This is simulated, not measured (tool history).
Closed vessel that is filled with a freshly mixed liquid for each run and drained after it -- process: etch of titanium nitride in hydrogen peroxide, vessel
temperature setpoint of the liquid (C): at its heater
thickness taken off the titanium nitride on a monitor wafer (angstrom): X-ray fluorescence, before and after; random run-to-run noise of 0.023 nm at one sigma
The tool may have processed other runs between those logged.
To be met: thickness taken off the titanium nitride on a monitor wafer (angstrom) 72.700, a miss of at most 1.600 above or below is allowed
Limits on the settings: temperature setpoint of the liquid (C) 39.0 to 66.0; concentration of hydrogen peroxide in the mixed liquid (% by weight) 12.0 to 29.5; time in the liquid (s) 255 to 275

run,day,temperature setpoint of the liquid (C),concentration of hydrogen peroxide in the mixed liquid (% by weight),time in the liquid (s),thickness taken off the titanium nitride on a monitor wafer (angstrom)
1,0.000,55.0,20.0,255,131.960
2,0.317,55.0,21.5,255,134.020
3,0.562,59.5,21.5,255,182.050
4,0.646,54.5,21.5,255,129.310
5,0.800,53.5,21.5,255,119.540
6,1.129,53.5,19.0,255,116.660
7,1.221,53.0,19.0,255,112.880
8,1.362,45.5,19.0,255,64.983
9,1.533,46.5,19.0,255,70.845

Exactly one of the 5 candidate moves below puts every result within its allowed miss. Which one?
A,1.704,46.0,21.5,255,?
B,1.704,46.0,18.0,260,?
C,1.704,45.5,19.0,255,?
D,1.704,46.5,18.0,265,?
E,1.704,45.5,19.5,270,?

move,thickness taken off the titanium nitride on a monitor wafer (angstrom)
A,69.576
B,68.293
C,65.290
D,72.228
E,69.515
A: the biggest miss grows against the last run
B: the biggest miss grows against the last run
C: the biggest miss grows against the last run
D: all results in spec
E: the biggest miss grows against the last run
Move D is the one to make.
